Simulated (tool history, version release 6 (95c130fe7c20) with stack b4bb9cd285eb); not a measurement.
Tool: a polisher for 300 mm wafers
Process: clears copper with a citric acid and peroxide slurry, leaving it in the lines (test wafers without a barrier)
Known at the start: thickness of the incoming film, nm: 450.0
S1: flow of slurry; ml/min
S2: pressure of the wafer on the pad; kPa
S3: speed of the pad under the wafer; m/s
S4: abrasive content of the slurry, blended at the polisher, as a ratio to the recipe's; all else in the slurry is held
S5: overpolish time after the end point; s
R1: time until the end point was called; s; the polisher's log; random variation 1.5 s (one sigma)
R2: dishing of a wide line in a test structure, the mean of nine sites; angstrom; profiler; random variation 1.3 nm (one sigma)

run 1 hour=0 | S1=250 S2=24.8 S3=1.26 S4=1 S5=14 | R1=134.58 R2=291.34
run 2 hour=8.5 | S1=250 S2=28.3 S3=1.28 S4=1 S5=15 | R1=117.27 R2=350.83
run 3 hour=16.8 | S1=250 S2=31 S3=1.3 S4=1 S5=16 | R1=105.41 R2=400.55
run 4 hour=22 | S1=250 S2=33.1 S3=1.32 S4=1 S5=17 | R1=96.999 R2=451.1
run 5 hour=29.2 | S1=250 S2=33.1 S3=1.32 S4=1 S5=11 | R1=95.061 R2=325.11
run 6 hour=38.1 | S1=250 S2=33.1 S3=1.32 S4=1 S5=16 | R1=95.459 R2=444.95

The next listed run, before its measurement:
run 7 hour=44.6 | S1=250 S2=34.5 S3=1.32 S4=1 S5=16 | R1=? R2=?

R1: 94.02 s
R2: 456.53 angstrom

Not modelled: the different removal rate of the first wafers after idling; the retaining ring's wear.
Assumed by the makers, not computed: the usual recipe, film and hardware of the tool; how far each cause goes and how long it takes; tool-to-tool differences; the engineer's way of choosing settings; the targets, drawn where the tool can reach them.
